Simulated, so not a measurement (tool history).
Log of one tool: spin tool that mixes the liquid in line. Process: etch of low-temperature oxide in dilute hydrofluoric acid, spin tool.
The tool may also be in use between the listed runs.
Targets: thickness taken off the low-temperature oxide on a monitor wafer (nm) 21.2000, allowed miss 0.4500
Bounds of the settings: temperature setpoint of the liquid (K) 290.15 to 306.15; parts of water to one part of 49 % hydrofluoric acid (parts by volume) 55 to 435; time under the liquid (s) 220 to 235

run,hour,temperature setpoint of the liquid (K),parts of water to one part of 49 % hydrofluoric acid (parts by volume),time under the liquid (s),thickness taken off the low-temperature oxide on a monitor wafer (nm)
1,0.0,298.15,245,220,8.0997
2,8.3,298.15,245,235,8.7671
3,9.4,299.65,220,235,10.6280
4,13.0,299.65,220,220,9.8676
5,18.7,299.65,250,220,8.3908
6,20.0,301.15,225,220,10.1850
7,26.4,302.15,205,220,11.8270
8,33.7,303.15,190,220,13.3510
9,37.7,303.65,175,220,15.0330
10,40.5,304.15,165,220,16.5130
11,46.5,304.65,160,220,17.3190
12,47.6,305.15,155,220,18.6990
13,55.4,305.15,150,220,19.2970
14,63.4,305.65,145,220,20.3710
15,67.5,306.15,145,220,20.8580

Which of these 4 next moves meets every target?
A,71.6,306.15,150,235,?
B,71.6,306.15,155,235,?
C,71.6,303.65,145,235,?
D,71.6,305.65,145,220,?

move,thickness taken off the low-temperature oxide on a monitor wafer (nm)
A,21.3870
B,20.5530
C,20.3910
D,20.4950
A: meets every target
B: further off than the last run
C: further off than the last run
D: further off than the last run
Answer: A

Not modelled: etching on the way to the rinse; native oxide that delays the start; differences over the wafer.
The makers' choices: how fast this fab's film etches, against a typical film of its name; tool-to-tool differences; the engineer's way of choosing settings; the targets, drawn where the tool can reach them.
